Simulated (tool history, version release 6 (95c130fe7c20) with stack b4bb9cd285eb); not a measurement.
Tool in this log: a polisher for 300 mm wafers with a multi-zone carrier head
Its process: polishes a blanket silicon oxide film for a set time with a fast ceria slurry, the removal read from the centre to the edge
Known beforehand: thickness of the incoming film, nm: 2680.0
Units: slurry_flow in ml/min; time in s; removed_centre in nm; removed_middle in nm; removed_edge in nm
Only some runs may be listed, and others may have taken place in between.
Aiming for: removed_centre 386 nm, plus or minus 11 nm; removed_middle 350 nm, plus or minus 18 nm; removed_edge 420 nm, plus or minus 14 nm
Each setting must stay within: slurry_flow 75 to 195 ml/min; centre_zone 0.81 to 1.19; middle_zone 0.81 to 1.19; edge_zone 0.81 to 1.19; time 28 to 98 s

run 1 day=0 | slurry_flow=125 centre_zone=1 middle_zone=1 edge_zone=1 time=63 | removed_centre=672.27 removed_middle=731.71 removed_edge=737.48
run 2 day=0.3 | slurry_flow=125 centre_zone=1 middle_zone=1 edge_zone=0.94 time=63 | removed_centre=664.12 removed_middle=745.36 removed_edge=711.41
run 3 day=0.471 | slurry_flow=120 centre_zone=1 middle_zone=0.98 edge_zone=0.95 time=59 | removed_centre=608.05 removed_middle=690 removed_edge=657.79
run 4 day=0.633 | slurry_flow=115 centre_zone=1.02 middle_zone=0.96 edge_zone=0.98 time=55 | removed_centre=573.48 removed_middle=632.3 removed_edge=626.13
run 5 day=0.888 | slurry_flow=115 centre_zone=1.02 middle_zone=0.96 edge_zone=0.98 time=49 | removed_centre=518.73 removed_middle=550.61 removed_edge=558.97
run 6 day=0.958 | slurry_flow=115 centre_zone=1.02 middle_zone=0.96 edge_zone=0.98 time=34 | removed_centre=360.69 removed_middle=386.56 removed_edge=383.65
run 7 day=1.029 | slurry_flow=115 centre_zone=1.02 middle_zone=0.94 edge_zone=0.99 time=34 | removed_centre=355.82 removed_middle=369.07 removed_edge=390.1
run 8 day=1.329 | slurry_flow=145 centre_zone=1.06 middle_zone=0.85 edge_zone=1.03 time=35 | removed_centre=406.41 removed_middle=385.95 removed_edge=421.42
-- day=1.467 centre zone pressure recalibrated
run 9 day=1.467 | slurry_flow=140 centre_zone=1.06 middle_zone=0.84 edge_zone=1.04 time=35 | removed_centre=433.48 removed_middle=359.2 removed_edge=422.29
run 10 day=1.746 | slurry_flow=140 centre_zone=1.05 middle_zone=0.84 edge_zone=1.04 time=35 | removed_centre=425.54 removed_middle=364.67 removed_edge=422.1

Consider the 4 candidate settings below. Which is the only one whose results all fall within their allowed miss of target?
run A day=2.025 | slurry_flow=125 centre_zone=1 middle_zone=0.85 edge_zone=0.92 time=34 | removed_centre=? removed_middle=? removed_edge=?
run B day=2.025 | slurry_flow=120 centre_zone=1.02 middle_zone=0.87 edge_zone=0.97 time=34 | removed_centre=? removed_middle=? removed_edge=?
run C day=2.025 | slurry_flow=105 centre_zone=1.02 middle_zone=0.85 edge_zone=1.12 time=35 | removed_centre=? removed_middle=? removed_edge=?
run D day=2.025 | slurry_flow=110 centre_zone=0.94 middle_zone=0.86 edge_zone=0.97 time=35 | removed_centre=? removed_middle=? removed_edge=?

move=A removed_centre=379.97 removed_middle=342.13 removed_edge=378.27
move=B removed_centre=383.61 removed_middle=345.48 removed_edge=385.18
move=C removed_centre=380.29 removed_middle=337.6 removed_edge=416.23
move=D removed_centre=355.07 removed_middle=345.14 removed_edge=390.86
A: brings the result that was furthest off to its target, and leaves another outside
B: brings the result that was furthest off to its target, and leaves another outside
C: in spec on every target
D: takes the biggest miss from the last run beyond its target
The move that meets every target is C.
